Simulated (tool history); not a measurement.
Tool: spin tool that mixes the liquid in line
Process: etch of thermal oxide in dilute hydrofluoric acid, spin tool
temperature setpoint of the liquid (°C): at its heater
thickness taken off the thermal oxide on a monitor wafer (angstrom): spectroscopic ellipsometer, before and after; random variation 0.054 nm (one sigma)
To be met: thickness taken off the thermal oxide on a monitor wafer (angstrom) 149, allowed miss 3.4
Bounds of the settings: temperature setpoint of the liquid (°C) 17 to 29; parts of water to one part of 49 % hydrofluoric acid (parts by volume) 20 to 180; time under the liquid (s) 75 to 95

run,day,temperature setpoint of the liquid (°C),parts of water to one part of 49 % hydrofluoric acid (parts by volume),time under the liquid (s),thickness taken off the thermal oxide on a monitor wafer (angstrom)
1,0,21,100,95,39.211
2,0.254,23,80,95,54.338
3,0.575,24.5,65,95,72.734
4,0.717,27.5,65,95,82.324
# day 1.071: hydrofluoric acid flow meter replaced
5,1.071,28,55,95,94.018
6,1.258,28,80,95,62.679
7,1.504,28,80,95,62.565
8,1.779,28,70,95,72.643
9,2.133,28,60,95,85.492
10,2.488,28,50,95,104.2
11,2.808,28,45,95,116.97
12,2.983,28,40,95,132.92
13,3.279,28.5,35,95,155.95
14,3.471,28,35,95,152.46

4 next moves are on the table. One of them brings every result within its allowed miss. Which?
A,3.662,27.5,35,95,?
B,3.662,29,35,95,?
C,3.662,28.5,35,95,?
D,3.662,26,30,90,?

move,thickness taken off the thermal oxide on a monitor wafer (angstrom)
A,149.4
B,158.73
C,155.57
D,156.43
A: meets every target
B: further off than the last run
C: further off than the last run
D: further off than the last run
Answer: A
